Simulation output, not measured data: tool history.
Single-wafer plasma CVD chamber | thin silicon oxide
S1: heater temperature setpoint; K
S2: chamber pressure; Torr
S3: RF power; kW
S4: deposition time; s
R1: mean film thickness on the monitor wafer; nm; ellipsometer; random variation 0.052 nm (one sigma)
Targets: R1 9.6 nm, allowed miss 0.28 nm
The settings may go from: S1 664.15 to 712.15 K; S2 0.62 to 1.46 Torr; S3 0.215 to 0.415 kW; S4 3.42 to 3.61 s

{"run": 1, "day": 0.0, "S1": 688.15, "S2": 1.04, "S3": 0.315, "S4": 3.61, "R1": 7.9061}
{"run": 2, "day": 0.308, "S1": 688.15, "S2": 1.04, "S3": 0.315, "S4": 3.61, "R1": 7.8371}
{"run": 3, "day": 0.621, "S1": 688.15, "S2": 1.08, "S3": 0.315, "S4": 3.61, "R1": 8.2157}
{"run": 4, "day": 0.775, "S1": 688.15, "S2": 1.11, "S3": 0.315, "S4": 3.61, "R1": 8.271}
{"run": 5, "day": 0.846, "S1": 688.15, "S2": 1.11, "S3": 0.34, "S4": 3.61, "R1": 8.5137}
{"run": 6, "day": 0.954, "S1": 688.15, "S2": 1.11, "S3": 0.37, "S4": 3.61, "R1": 8.9351}
{"run": 7, "day": 1.008, "S1": 688.15, "S2": 1.12, "S3": 0.37, "S4": 3.61, "R1": 8.938}
{"run": 8, "day": 1.146, "S1": 688.15, "S2": 1.13, "S3": 0.37, "S4": 3.61, "R1": 8.964}
{"run": 9, "day": 1.188, "S1": 688.15, "S2": 1.14, "S3": 0.37, "S4": 3.61, "R1": 9.0224}
{"run": 10, "day": 1.512, "S1": 688.15, "S2": 1.15, "S3": 0.37, "S4": 3.61, "R1": 9.0954}
{"run": 11, "day": 1.85, "S1": 688.15, "S2": 1.16, "S3": 0.37, "S4": 3.61, "R1": 9.1667}

Which of these 5 next moves meets every target?
{"run": "A", "day": 2.188, "S1": 688.15, "S2": 1.13, "S3": 0.365, "S4": 3.61, "R1": "?"}
{"run": "B", "day": 2.188, "S1": 691.15, "S2": 1.22, "S3": 0.38, "S4": 3.61, "R1": "?"}
{"run": "C", "day": 2.188, "S1": 691.15, "S2": 1.15, "S3": 0.35, "S4": 3.61, "R1": "?"}
{"run": "D", "day": 2.188, "S1": 686.15, "S2": 1.24, "S3": 0.345, "S4": 3.58, "R1": "?"}
{"run": "E", "day": 2.188, "S1": 680.15, "S2": 1.08, "S3": 0.385, "S4": 3.54, "R1": "?"}

move=A R1=8.9227
move=B R1=9.4773
move=C R1=8.8794
move=D R1=9.1512
move=E R1=8.6691
A: further off than the last run
B: meets every target
C: further off than the last run
D: as far off as the last run
E: further off than the last run
The right move is B.
